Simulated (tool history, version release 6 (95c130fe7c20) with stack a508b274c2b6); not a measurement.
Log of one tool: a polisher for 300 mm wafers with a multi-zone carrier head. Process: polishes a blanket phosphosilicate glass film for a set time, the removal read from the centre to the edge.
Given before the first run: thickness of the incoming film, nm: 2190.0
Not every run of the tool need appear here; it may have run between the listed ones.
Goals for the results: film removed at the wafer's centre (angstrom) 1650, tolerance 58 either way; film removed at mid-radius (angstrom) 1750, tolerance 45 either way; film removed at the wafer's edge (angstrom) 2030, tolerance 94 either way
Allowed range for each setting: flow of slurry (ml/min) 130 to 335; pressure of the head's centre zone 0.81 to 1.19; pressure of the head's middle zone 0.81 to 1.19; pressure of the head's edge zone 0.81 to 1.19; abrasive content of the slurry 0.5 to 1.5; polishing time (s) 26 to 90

run  hour  flow of slurry (ml/min)  pressure of the head's centre zone  pressure of the head's middle zone  pressure of the head's edge zone  abrasive content of the slurry  polishing time (s)  film removed at the wafer's centre (angstrom)  film removed at mid-radius (angstrom)  film removed at the wafer's edge (angstrom)
  1     0                      215                                   1                                   1                                 1                               1                  58                                         4228.5                                 4245.8                                       4259.9
  2   2.2                      215                                1.05                                   1                                 1                               1                  58                                         4467.1                                   4173                                       4400.9
  3   5.6                      215                                1.05                                1.07                                 1                               1                  58                                         4506.8                                 4519.6                                       4369.3
  4  13.5                      200                                0.99                                   1                              1.01                            0.85                  51                                         3347.9                                 3369.6                                       3572.6
  5  19.3                      190                                0.95                                0.96                              0.97                            0.75                  47                                           2749                                 2799.7                                       2896.7
  6    23                      190                                 0.9                                0.96                              0.97                            0.75                  47                                         2598.2                                 2759.6                                       2996.1
  7  23.7                      190                                 0.9                                0.96                              0.97                            0.75                  47                                         2587.4                                 2746.8                                       2905.6
  8  27.3                      180                                0.88                                0.93                              0.97                             0.7                  45                                           2307                                 2498.4                                         2699
  9  32.8                      175                                0.87                                 0.9                              0.97                            0.65                  43                                         2060.6                                 2200.8                                       2420.8
 10    37                      140                                0.81                                0.81                              0.94                             0.5                  43                                         1514.9                                 1600.3                                       1960.4
 11  45.1                      155                                0.81                                0.82                              0.93                             0.5                  43                                         1562.1                                 1667.5                                       1981.1
 12  52.3                      165                                0.81                                0.82                              0.93                             0.5                  43                                         1553.9                                 1652.9                                       2002.1

4 next moves are on the table. One of them brings every result within its allowed miss. Which?
  A  59.5                      150                                 0.9                                0.99                              0.94                            0.55                  38                                              ?                                      ?                                            ?
  B  59.5                      185                                0.85                                0.87                              0.99                             0.5                  42                                              ?                                      ?                                            ?
  C  59.5                      155                                0.83                                0.86                              0.82                             0.5                  43                                              ?                                      ?                                            ?
  D  59.5                      130                                0.81                                0.93                              0.89                             0.5                  43                                              ?                                      ?                                            ?

move  film removed at the wafer's centre (angstrom)  film removed at mid-radius (angstrom)  film removed at the wafer's edge (angstrom)
   A                                         1630.7                                   1835                                       1880.4
   B                                         1667.8                                 1777.2                                       2057.8
   C                                         1602.9                                 1741.4                                       1884.5
   D                                         1490.1                                 1780.2                                       1894.7
A: takes the result that was furthest off past its target
B: each result inside its tolerance
C: puts the biggest miss on target and leaves a different result outside tolerance
D: puts the biggest miss on target and leaves a different result outside tolerance
Correct choice: B, which meets every target

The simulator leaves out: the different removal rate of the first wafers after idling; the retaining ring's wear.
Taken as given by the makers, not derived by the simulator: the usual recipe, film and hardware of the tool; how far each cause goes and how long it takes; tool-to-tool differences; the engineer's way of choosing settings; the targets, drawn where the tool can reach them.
